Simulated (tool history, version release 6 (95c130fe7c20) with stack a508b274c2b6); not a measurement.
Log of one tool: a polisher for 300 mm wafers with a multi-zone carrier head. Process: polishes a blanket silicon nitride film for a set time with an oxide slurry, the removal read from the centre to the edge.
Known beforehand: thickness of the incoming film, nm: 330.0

run	hour	flow of slurry (ml/min)	pressure of the head's centre zone	pressure of the head's middle zone	pressure of the head's edge zone	abrasive content of the slurry	polishing time (s)	film removed at the wafer's centre (angstrom)	film removed at mid-radius (angstrom)	film removed at the wafer's edge (angstrom)
1	0	200	1	1	1	1	38	388.49	392.89	418.44
2	4.6	200	1	1	1	1	34	349.75	352.68	366.55
3	5.9	200	1.01	0.99	1	1	34	346.17	335.16	369.51
4	6.9	200	1.01	1.05	1	1	34	349.37	353.81	367.59
5	7.7	200	1.01	1.05	1	1	39	393.03	422.67	407.08
6	8.4	200	1.01	1.05	1	1	35	350.74	372.85	374.96
7	10.7	200	1.02	1.04	1	1	35	359.17	368.11	383.34
8	19.5	200	1.03	1.03	0.98	1	35	367.77	370.5	376.1

Forecast run 9:
9	22.1	200	1.03	1.03	0.98	1	35	?	?	?

{"run 9": {"film removed at the wafer's centre (angstrom)": 362.6, "film removed at mid-radius (angstrom)": 367.78, "film removed at the wafer's edge (angstrom)": 373.6}}
